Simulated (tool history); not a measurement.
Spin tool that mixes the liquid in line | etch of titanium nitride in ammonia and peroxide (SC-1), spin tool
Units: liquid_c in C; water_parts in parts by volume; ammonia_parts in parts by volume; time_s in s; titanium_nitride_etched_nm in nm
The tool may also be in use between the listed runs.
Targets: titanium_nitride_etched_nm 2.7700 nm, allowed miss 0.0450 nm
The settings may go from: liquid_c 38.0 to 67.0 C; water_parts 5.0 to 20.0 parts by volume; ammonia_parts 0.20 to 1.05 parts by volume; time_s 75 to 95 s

run,hour,liquid_c,water_parts,ammonia_parts,time_s,titanium_nitride_etched_nm
1,0.0,51.0,11.0,0.55,95,3.9201
2,1.8,50.5,11.0,0.55,95,3.7983
3,2.9,50.0,11.0,0.55,95,3.6765
4,7.8,54.0,11.0,0.55,95,4.8244
5,11.9,53.0,11.0,0.55,95,4.5063
6,17.1,53.0,15.0,0.55,95,3.8114
7,24.6,52.5,15.0,0.55,95,3.6630
8,28.3,52.0,15.0,0.55,95,3.5544
9,32.3,47.5,15.0,0.55,95,2.6089
10,33.5,48.0,15.0,0.55,95,2.6852

5 next moves are on the table. One of them brings every result within its allowed miss. Which?
A,34.7,46.5,8.5,0.70,75,?
B,34.7,50.0,17.5,0.60,95,?
C,34.7,50.0,18.0,0.70,90,?
D,34.7,47.0,13.0,0.50,95,?
E,34.7,47.5,14.0,0.50,95,?

move,titanium_nitride_etched_nm
A,2.6913
B,2.9030
C,2.7841
D,2.6741
E,2.6619
A: nearer than the last run, and not there yet
B: takes the result that was furthest off past its target
C: meets every target
D: further off than the last run
E: further off than the last run
Move C is the one to make.
